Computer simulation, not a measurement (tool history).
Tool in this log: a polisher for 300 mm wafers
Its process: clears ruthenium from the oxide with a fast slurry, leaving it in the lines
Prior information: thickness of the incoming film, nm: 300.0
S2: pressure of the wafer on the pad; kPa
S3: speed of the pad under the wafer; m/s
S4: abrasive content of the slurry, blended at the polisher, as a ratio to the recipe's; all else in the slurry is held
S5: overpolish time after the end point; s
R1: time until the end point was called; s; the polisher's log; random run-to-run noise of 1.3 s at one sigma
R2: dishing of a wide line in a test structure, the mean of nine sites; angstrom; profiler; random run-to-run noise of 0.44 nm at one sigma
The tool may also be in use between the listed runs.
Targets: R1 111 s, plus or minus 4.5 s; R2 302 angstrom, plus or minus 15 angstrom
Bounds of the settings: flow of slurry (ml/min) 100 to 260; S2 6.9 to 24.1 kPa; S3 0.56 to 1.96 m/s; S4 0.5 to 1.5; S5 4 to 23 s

{"run": 1, "hour": 0.0, "flow of slurry (ml/min)": 165, "S2": 15.2, "S3": 1.26, "S4": 1, "S5": 12, "R1": 84.463, "R2": 417.86}
{"run": 2, "hour": 5.7, "flow of slurry (ml/min)": 130, "S2": 15.2, "S3": 1.26, "S4": 1, "S5": 12, "R1": 88.799, "R2": 408.08}
{"run": 3, "hour": 13.5, "flow of slurry (ml/min)": 130, "S2": 15.2, "S3": 1.26, "S4": 0.9, "S5": 12, "R1": 92.197, "R2": 379.63}
{"run": 4, "hour": 17.4, "flow of slurry (ml/min)": 130, "S2": 14.5, "S3": 1.26, "S4": 0.9, "S5": 12, "R1": 97.433, "R2": 359.87}
{"run": 5, "hour": 26.4, "flow of slurry (ml/min)": 130, "S2": 14.5, "S3": 1.26, "S4": 0.9, "S5": 16, "R1": 96.597, "R2": 482.72}
{"run": 6, "hour": 28.0, "flow of slurry (ml/min)": 145, "S2": 13.8, "S3": 1.26, "S4": 0.85, "S5": 15, "R1": 105.22, "R2": 421.37}
{"run": 7, "hour": 32.5, "flow of slurry (ml/min)": 150, "S2": 13.8, "S3": 1.26, "S4": 0.85, "S5": 14, "R1": 102.93, "R2": 396.38}
{"run": 8, "hour": 34.5, "flow of slurry (ml/min)": 155, "S2": 13.8, "S3": 1.26, "S4": 0.85, "S5": 13, "R1": 104.69, "R2": 387.14}
{"run": 9, "hour": 37.4, "flow of slurry (ml/min)": 140, "S2": 13.1, "S3": 1.26, "S4": 0.85, "S5": 9, "R1": 109.27, "R2": 251.35}

Next run, 5 choices. One meets every target within its allowed miss, the rest don't. Which?
{"run": "A", "hour": 40.3, "flow of slurry (ml/min)": 105, "S2": 16.5, "S3": 0.98, "S4": 1, "S5": 12, "R1": "?", "R2": "?"}
{"run": "B", "hour": 40.3, "flow of slurry (ml/min)": 130, "S2": 19.3, "S3": 0.92, "S4": 0.7, "S5": 11, "R1": "?", "R2": "?"}
{"run": "C", "hour": 40.3, "flow of slurry (ml/min)": 145, "S2": 15.9, "S3": 1.22, "S4": 0.7, "S5": 11, "R1": "?", "R2": "?"}
{"run": "D", "hour": 40.3, "flow of slurry (ml/min)": 145, "S2": 15.9, "S3": 1, "S4": 1.05, "S5": 10, "R1": "?", "R2": "?"}
{"run": "E", "hour": 40.3, "flow of slurry (ml/min)": 115, "S2": 12.4, "S3": 1.28, "S4": 0.8, "S5": 14, "R1": "?", "R2": "?"}

move=A R1=107.67 R2=345.53
move=B R1=122.36 R2=283.28
move=C R1=111.01 R2=310.07
move=D R1=101.69 R2=307.89
move=E R1=125.35 R2=346.19
A: the result that was furthest off in the last run now lies on the other side of its target
B: closer than the last run, but not yet in spec
C: hits every target within its allowed miss
D: puts the biggest miss on target and leaves a different result outside tolerance
E: the result that was furthest off in the last run now lies on the other side of its target
Answer: C

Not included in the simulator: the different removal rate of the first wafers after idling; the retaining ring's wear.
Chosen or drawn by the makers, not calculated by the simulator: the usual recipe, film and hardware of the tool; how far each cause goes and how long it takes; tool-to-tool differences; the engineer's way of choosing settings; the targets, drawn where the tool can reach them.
